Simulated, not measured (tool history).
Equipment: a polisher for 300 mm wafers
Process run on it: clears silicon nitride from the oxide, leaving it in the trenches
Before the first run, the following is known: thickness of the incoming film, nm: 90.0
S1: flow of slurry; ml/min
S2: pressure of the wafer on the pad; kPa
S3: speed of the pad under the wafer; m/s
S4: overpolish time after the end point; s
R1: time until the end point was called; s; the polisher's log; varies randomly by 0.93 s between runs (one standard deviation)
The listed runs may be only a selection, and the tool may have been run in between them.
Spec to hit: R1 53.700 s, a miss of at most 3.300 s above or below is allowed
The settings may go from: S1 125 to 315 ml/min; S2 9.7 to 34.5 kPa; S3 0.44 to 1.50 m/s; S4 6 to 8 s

run,day,S1,S2,S3,S4,R1
1,0.000,205,22.1,0.96,8,84.087
2,0.046,205,22.1,0.96,8,87.806
3,0.329,205,25.5,0.98,8,74.775
4,0.525,205,25.5,0.88,8,82.437
# day 0.783: worn pad replaced by a new one
5,0.783,180,25.5,0.88,8,72.911
6,1.046,180,25.5,1.00,8,66.984
7,1.312,170,26.2,1.00,8,62.960
8,1.575,160,26.9,1.00,8,63.510
9,1.750,155,28.3,1.00,8,61.530

5 candidate next runs follow, results not yet known. Just one meets every target within its allowed miss. Identify it.
A,1.925,180,22.1,1.04,8,?
B,1.925,140,26.2,1.00,7,?
C,1.925,175,31.0,1.04,6,?
D,1.925,150,32.4,0.64,8,?
E,1.925,135,26.2,1.00,8,?

move,R1
A,73.544
B,67.405
C,54.902
D,80.962
E,67.665
A: the biggest miss grows against the last run
B: the biggest miss grows against the last run
C: hits every target within its allowed miss
D: the biggest miss grows against the last run
E: the biggest miss grows against the last run
Go with C: it meets all targets.
